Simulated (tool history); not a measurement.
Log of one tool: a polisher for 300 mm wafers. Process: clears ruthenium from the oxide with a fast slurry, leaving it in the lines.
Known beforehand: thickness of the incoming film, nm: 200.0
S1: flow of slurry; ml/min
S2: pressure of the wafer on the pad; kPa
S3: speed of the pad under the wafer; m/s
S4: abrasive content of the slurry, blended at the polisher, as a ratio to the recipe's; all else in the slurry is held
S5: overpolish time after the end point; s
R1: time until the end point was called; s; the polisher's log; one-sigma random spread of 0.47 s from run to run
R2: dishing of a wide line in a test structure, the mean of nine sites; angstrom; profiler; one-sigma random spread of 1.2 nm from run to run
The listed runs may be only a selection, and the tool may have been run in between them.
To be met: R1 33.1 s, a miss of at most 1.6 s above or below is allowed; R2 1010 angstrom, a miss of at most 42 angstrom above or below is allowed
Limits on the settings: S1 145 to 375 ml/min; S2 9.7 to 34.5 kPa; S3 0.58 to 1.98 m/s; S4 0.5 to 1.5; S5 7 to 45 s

{"run": 1, "hour": 0.0, "S1": 240, "S2": 22.1, "S3": 1.28, "S4": 1, "S5": 23, "R1": 38.227, "R2": 790.41}
{"run": 2, "hour": 1.9, "S1": 240, "S2": 22.8, "S3": 1.28, "S4": 1, "S5": 24, "R1": 36.277, "R2": 813.37}
{"run": 3, "hour": 9.7, "S1": 240, "S2": 22.8, "S3": 1.28, "S4": 1, "S5": 14, "R1": 37.16, "R2": 529.72}
{"run": 4, "hour": 14.9, "S1": 240, "S2": 20.7, "S3": 1.28, "S4": 1, "S5": 14, "R1": 38.839, "R2": 510.19}
{"run": 5, "hour": 17.4, "S1": 240, "S2": 22.1, "S3": 1.28, "S4": 1, "S5": 16, "R1": 38.462, "R2": 576.37}
{"hour": 21.0, "done": "head pressure recalibrated"}
{"run": 6, "hour": 21.0, "S1": 240, "S2": 22.8, "S3": 1.28, "S4": 1, "S5": 18, "R1": 34.008, "R2": 696.83}
{"run": 7, "hour": 26.1, "S1": 240, "S2": 22.8, "S3": 1.28, "S4": 1, "S5": 19, "R1": 33.063, "R2": 729.01}
{"run": 8, "hour": 27.1, "S1": 240, "S2": 22.8, "S3": 1.28, "S4": 1, "S5": 20, "R1": 32.317, "R2": 747.33}
{"run": 9, "hour": 29.1, "S1": 240, "S2": 22.8, "S3": 1.28, "S4": 1, "S5": 21, "R1": 33.807, "R2": 787.99}
{"run": 10, "hour": 34.7, "S1": 240, "S2": 22.8, "S3": 1.28, "S4": 1, "S5": 22, "R1": 33.077, "R2": 819.82}
{"run": 11, "hour": 38.1, "S1": 240, "S2": 22.8, "S3": 1.28, "S4": 1, "S5": 23, "R1": 32.117, "R2": 848.8}
{"run": 12, "hour": 44.0, "S1": 240, "S2": 22.8, "S3": 1.28, "S4": 1, "S5": 24, "R1": 33.492, "R2": 872.91}
{"run": 13, "hour": 50.6, "S1": 240, "S2": 22.8, "S3": 1.28, "S4": 1, "S5": 25, "R1": 32.48, "R2": 896.63}

Which one of the following 4 next-run settings gets every result inside its allowed miss? There is exactly one.
{"run": "A", "hour": 57.2, "S1": 255, "S2": 22.8, "S3": 1.42, "S4": 1.05, "S5": 23, "R1": "?", "R2": "?"}
{"run": "B", "hour": 57.2, "S1": 215, "S2": 25.5, "S3": 1.36, "S4": 1, "S5": 26, "R1": "?", "R2": "?"}
{"run": "C", "hour": 57.2, "S1": 225, "S2": 26.2, "S3": 1.34, "S4": 1, "S5": 22, "R1": "?", "R2": "?"}
{"run": "D", "hour": 57.2, "S1": 250, "S2": 20.7, "S3": 1.24, "S4": 1.25, "S5": 30, "R1": "?", "R2": "?"}

move=A R1=29.46 R2=924.78
move=B R1=28.735 R2=1017.8
move=C R1=28.216 R2=923.96
move=D R1=33.039 R2=1020
A: better than the last run, though not everything is in spec
B: puts the biggest miss on target and leaves a different result outside tolerance
C: further off than the last run
D: each result inside its tolerance
Go with D: it meets all targets.
